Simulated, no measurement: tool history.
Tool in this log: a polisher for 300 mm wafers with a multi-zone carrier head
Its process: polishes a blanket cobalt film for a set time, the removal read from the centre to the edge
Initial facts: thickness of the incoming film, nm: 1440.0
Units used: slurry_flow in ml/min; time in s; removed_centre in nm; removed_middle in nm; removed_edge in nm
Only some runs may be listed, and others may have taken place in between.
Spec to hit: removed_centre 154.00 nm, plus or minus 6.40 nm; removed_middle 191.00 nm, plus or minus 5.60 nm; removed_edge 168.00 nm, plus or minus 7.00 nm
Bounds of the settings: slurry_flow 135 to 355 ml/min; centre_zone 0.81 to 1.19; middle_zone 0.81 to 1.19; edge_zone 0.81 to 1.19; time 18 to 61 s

{"run": 1, "day": 0.0, "slurry_flow": 225, "centre_zone": 1.0, "middle_zone": 1.0, "edge_zone": 1.0, "time": 39, "removed_centre": 142.32, "removed_middle": 140.63, "removed_edge": 143.4}
{"run": 2, "day": 0.138, "slurry_flow": 265, "centre_zone": 1.0, "middle_zone": 1.0, "edge_zone": 1.0, "time": 39, "removed_centre": 140.43, "removed_middle": 143.78, "removed_edge": 142.64}
{"run": 3, "day": 0.179, "slurry_flow": 270, "centre_zone": 1.0, "middle_zone": 1.03, "edge_zone": 1.01, "time": 40, "removed_centre": 143.32, "removed_middle": 149.52, "removed_edge": 145.71}
{"run": 4, "day": 0.325, "slurry_flow": 275, "centre_zone": 0.99, "middle_zone": 1.05, "edge_zone": 1.01, "time": 41, "removed_centre": 146.07, "removed_middle": 156.25, "removed_edge": 153.42}
{"run": 5, "day": 0.4, "slurry_flow": 275, "centre_zone": 0.94, "middle_zone": 1.05, "edge_zone": 1.01, "time": 41, "removed_centre": 136.6, "removed_middle": 157.99, "removed_edge": 151.08}
{"run": 6, "day": 0.771, "slurry_flow": 280, "centre_zone": 0.94, "middle_zone": 1.07, "edge_zone": 1.01, "time": 42, "removed_centre": 143.45, "removed_middle": 162.5, "removed_edge": 154.41}
{"run": 7, "day": 0.975, "slurry_flow": 285, "centre_zone": 0.94, "middle_zone": 1.09, "edge_zone": 1.01, "time": 43, "removed_centre": 144.76, "removed_middle": 168.35, "removed_edge": 158.22}
{"run": 8, "day": 1.312, "slurry_flow": 290, "centre_zone": 0.94, "middle_zone": 1.1, "edge_zone": 1.01, "time": 43, "removed_centre": 145.68, "removed_middle": 174.62, "removed_edge": 161.42}
{"run": 9, "day": 1.458, "slurry_flow": 290, "centre_zone": 0.95, "middle_zone": 1.11, "edge_zone": 1.01, "time": 43, "removed_centre": 150.13, "removed_middle": 173.33, "removed_edge": 158.66}
{"run": 10, "day": 1.525, "slurry_flow": 290, "centre_zone": 0.95, "middle_zone": 1.12, "edge_zone": 1.02, "time": 43, "removed_centre": 150.65, "removed_middle": 176.62, "removed_edge": 160.31}
{"run": 11, "day": 1.742, "slurry_flow": 290, "centre_zone": 0.95, "middle_zone": 1.13, "edge_zone": 1.03, "time": 43, "removed_centre": 147.78, "removed_middle": 175.35, "removed_edge": 158.8}
{"run": 12, "day": 1.896, "slurry_flow": 295, "centre_zone": 0.95, "middle_zone": 1.14, "edge_zone": 1.03, "time": 43, "removed_centre": 146.92, "removed_middle": 177.17, "removed_edge": 159.98}
{"run": 13, "day": 2.121, "slurry_flow": 295, "centre_zone": 0.95, "middle_zone": 1.15, "edge_zone": 1.03, "time": 43, "removed_centre": 150.42, "removed_middle": 179.75, "removed_edge": 157.89}

Pick the move, out of 4, that brings all results within their allowed miss; only one does.
{"run": "A", "day": 2.346, "slurry_flow": 280, "centre_zone": 0.98, "middle_zone": 1.14, "edge_zone": 0.99, "time": 43, "removed_centre": "?", "removed_middle": "?", "removed_edge": "?"}
{"run": "B", "day": 2.346, "slurry_flow": 215, "centre_zone": 0.96, "middle_zone": 1.19, "edge_zone": 1.05, "time": 46, "removed_centre": "?", "removed_middle": "?", "removed_edge": "?"}
{"run": "C", "day": 2.346, "slurry_flow": 350, "centre_zone": 0.9, "middle_zone": 1.1, "edge_zone": 1.13, "time": 47, "removed_centre": "?", "removed_middle": "?", "removed_edge": "?"}
{"run": "D", "day": 2.346, "slurry_flow": 285, "centre_zone": 0.98, "middle_zone": 1.16, "edge_zone": 0.95, "time": 43, "removed_centre": "?", "removed_middle": "?", "removed_edge": "?"}

move=A removed_centre=152.44 removed_middle=176.64 removed_edge=159.85
move=B removed_centre=156.25 removed_middle=192.22 removed_edge=172.70
move=C removed_centre=155.58 removed_middle=190.27 removed_edge=187.64
move=D removed_centre=152.68 removed_middle=179.55 removed_edge=157.20
A: its largest miss is bigger than the last run's
B: every result lands within tolerance
C: gets the furthest-off result to its target, but another result is out of tolerance
D: as far off as the last run
Correct choice: B, which meets every target
